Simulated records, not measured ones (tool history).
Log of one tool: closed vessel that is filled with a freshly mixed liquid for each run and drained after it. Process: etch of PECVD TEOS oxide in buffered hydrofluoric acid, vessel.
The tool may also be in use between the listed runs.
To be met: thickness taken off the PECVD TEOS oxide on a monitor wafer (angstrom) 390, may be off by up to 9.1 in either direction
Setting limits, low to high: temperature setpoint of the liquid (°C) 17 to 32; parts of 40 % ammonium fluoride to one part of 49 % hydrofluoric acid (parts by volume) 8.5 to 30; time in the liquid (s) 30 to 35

run	hour	temperature setpoint of the liquid (°C)	parts of 40 % ammonium fluoride to one part of 49 % hydrofluoric acid (parts by volume)	time in the liquid (s)	thickness taken off the PECVD TEOS oxide on a monitor wafer (angstrom)
1	0	24	23.5	35	435.15
2	6.3	23.5	23.5	35	422.15
3	15.3	23.5	23.5	30	362.23
4	24.6	24	23.5	30	373
5	29.9	24	27.5	30	334.96
6	38.2	24	27.5	30	334.7
7	39.4	24.5	27.5	30	343.42
8	48.6	25	27.5	30	354.27
9	52.4	26	27.5	30	373.03

Which one of the following 4 next-run settings gets every result inside its allowed miss? There is exactly one.
A	56.2	27	30	30	?
B	56.2	24.5	29	35	?
C	56.2	25	25.5	30	?
D	56.2	25.5	30	30	?

move	thickness taken off the PECVD TEOS oxide on a monitor wafer (angstrom)
A	371.5
B	387.12
C	372.55
D	342.41
A: lands further from the targets than the last run did
B: every result lands within tolerance
C: no better and no worse than the last run
D: lands further from the targets than the last run did
Answer: B

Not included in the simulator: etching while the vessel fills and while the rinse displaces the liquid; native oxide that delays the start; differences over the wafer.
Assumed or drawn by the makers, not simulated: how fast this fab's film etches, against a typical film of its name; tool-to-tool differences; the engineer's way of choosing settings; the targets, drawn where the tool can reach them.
